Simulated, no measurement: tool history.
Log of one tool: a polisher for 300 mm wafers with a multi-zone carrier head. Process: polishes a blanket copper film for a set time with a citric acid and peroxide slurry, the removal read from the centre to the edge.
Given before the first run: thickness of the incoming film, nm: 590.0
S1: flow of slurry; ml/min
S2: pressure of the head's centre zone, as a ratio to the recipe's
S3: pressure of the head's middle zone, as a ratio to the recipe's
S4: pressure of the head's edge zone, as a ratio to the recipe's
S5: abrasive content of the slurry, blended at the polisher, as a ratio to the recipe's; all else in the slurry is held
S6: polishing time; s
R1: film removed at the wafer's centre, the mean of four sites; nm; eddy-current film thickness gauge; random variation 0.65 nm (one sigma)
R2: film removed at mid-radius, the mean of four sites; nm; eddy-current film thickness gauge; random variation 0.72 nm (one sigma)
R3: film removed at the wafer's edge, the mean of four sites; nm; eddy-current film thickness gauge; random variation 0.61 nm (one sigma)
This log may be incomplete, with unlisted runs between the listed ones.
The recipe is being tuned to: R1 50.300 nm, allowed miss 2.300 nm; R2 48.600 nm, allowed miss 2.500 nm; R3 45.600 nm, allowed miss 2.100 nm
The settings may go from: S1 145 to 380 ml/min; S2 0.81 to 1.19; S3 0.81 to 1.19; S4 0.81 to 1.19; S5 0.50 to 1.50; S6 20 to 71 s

| run | hour | S1 | S2 | S3 | S4 | S5 | S6 | R1 | R2 | R3 |
|---|---|---|---|---|---|---|---|---|---|---|
| 1 | 0.0 | 245 | 1.00 | 1.00 | 1.00 | 1.00 | 45 | 78.648 | 77.240 | 77.025 |
| 2 | 5.5 | 245 | 1.00 | 0.95 | 1.00 | 1.00 | 45 | 79.466 | 75.447 | 76.553 |
| 3 | 11.5 | 280 | 1.00 | 0.95 | 1.00 | 1.00 | 45 | 82.220 | 74.544 | 77.341 |
| 4 | 15.9 | 280 | 1.00 | 0.95 | 1.00 | 1.00 | 37 | 66.199 | 62.169 | 63.596 |
| 5 | 16.7 | 330 | 1.00 | 0.95 | 1.00 | 1.00 | 37 | 67.194 | 62.228 | 63.707 |
| 6 | 21.5 | 330 | 1.00 | 1.01 | 1.00 | 1.00 | 37 | 65.853 | 66.284 | 62.717 |
| 7 | 27.5 | 335 | 1.00 | 1.00 | 0.98 | 0.90 | 35 | 60.013 | 59.909 | 58.626 |
| 8 | 32.3 | 340 | 1.03 | 1.01 | 0.96 | 0.85 | 33 | 58.441 | 56.341 | 53.239 |
| 9 | 34.1 | 340 | 1.03 | 1.01 | 0.94 | 0.80 | 33 | 56.218 | 56.325 | 51.527 |
| 10 | 34.7 | 340 | 1.03 | 0.99 | 0.93 | 0.75 | 33 | 56.894 | 52.913 | 50.880 |

4 next moves are on the table. One of them brings every result within its allowed miss. Which?
| A | 35.3 | 295 | 1.02 | 0.99 | 0.90 | 0.70 | 31 | ? | ? | ? |
| B | 35.3 | 370 | 1.06 | 1.14 | 0.88 | 0.80 | 29 | ? | ? | ? |
| C | 35.3 | 350 | 1.13 | 0.99 | 0.88 | 0.80 | 30 | ? | ? | ? |
| D | 35.3 | 345 | 0.97 | 1.19 | 0.94 | 0.90 | 28 | ? | ? | ? |

| move | R1 | R2 | R3 |
|---|---|---|---|
| A | 50.939 | 48.754 | 44.952 |
| B | 53.003 | 54.858 | 44.169 |
| C | 58.145 | 50.092 | 45.636 |
| D | 48.373 | 56.850 | 45.336 |
A: every result within its allowed miss
B: closer than the last run, but not yet in spec
C: lands further from the targets than the last run did
D: gets the furthest-off result to its target, but another result is out of tolerance
So the answer is move A, the one that meets all the targets.
